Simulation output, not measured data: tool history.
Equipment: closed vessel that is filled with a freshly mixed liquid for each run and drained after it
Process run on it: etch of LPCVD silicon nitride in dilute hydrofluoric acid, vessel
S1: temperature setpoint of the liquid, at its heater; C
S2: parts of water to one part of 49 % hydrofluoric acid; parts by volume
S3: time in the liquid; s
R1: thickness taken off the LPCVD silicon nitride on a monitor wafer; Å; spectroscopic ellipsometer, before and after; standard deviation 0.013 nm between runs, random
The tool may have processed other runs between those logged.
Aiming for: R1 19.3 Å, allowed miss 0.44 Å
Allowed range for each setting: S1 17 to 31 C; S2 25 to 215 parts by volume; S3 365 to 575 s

run  hour    S1   S2   S3      R1
  1     0    23  120  575  19.969
  2   4.8    23  120  365   12.77
  3  10.9    25  120  365  14.455
  4  14.5    25  120  575  22.945
  5  19.3    25   80  575  34.336
     24.7  -- thermometer replaced
  6  24.7  22.5   80  575  33.111
  7  26.9    21   90  575  26.687
  8  30.2    20   95  575   23.77
  9  38.6    19  100  575  21.316
 10  47.9    17  100  575   18.25

4 next moves are on the table. One of them brings every result within its allowed miss. Which?
  A  57.2  18.5  85  490   ?
  B  57.2    17  70  455   ?
  C  57.2    17  55  365   ?
  D  57.2  17.5  95  560   ?

move      R1
   A  20.126
   B  20.319
   C  20.593
   D   19.26
A: takes the result that was furthest off past its target
B: takes the result that was furthest off past its target
C: takes the result that was furthest off past its target
D: meets every target
The right move is D.
